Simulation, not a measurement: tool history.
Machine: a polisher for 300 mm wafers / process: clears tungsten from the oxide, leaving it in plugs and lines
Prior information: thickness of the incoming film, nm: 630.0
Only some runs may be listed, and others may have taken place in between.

| run | hour | flow of slurry (ml/min) | pressure of the wafer on the pad (psi) | speed of the pad under the wafer (m/s) | abrasive content of the slurry | overpolish time after the end point (s) | time until the end point was called (s) |
|---|---|---|---|---|---|---|---|
| 1 | 0 | 285 | 4.7 | 1.24 | 1 | 9 | 94.688 |
| 2 | 2.5 | 285 | 4.7 | 1.24 | 1 | 8 | 100.26 |
| 3 | 7.5 | 285 | 4.5 | 1.22 | 1 | 8 | 108.1 |
| 4 | 11.7 | 285 | 4.4 | 1.22 | 1 | 8 | 102.34 |
| 5 | 19.7 | 285 | 4.4 | 1.1 | 1 | 8 | 112.59 |
| 6 | 28.3 | 285 | 4.4 | 1.1 | 1 | 9 | 119.37 |
| 7 | 36.8 | 285 | 4.3 | 1.1 | 1 | 9 | 117.38 |
| 8 | 40.8 | 285 | 4.1 | 1.1 | 1 | 9 | 118.73 |
| 9 | 42.3 | 285 | 3.9 | 1.08 | 1 | 9 | 127.45 |
| 10 | 43.5 | 285 | 3.8 | 1.08 | 1 | 9 | 128.22 |

Predict the results of run 11:
| 11 | 44.4 | 285 | 3.7 | 1.08 | 1 | 9 | ? |

For run 11 the tool returned time until the end point was called (s) 128.97.
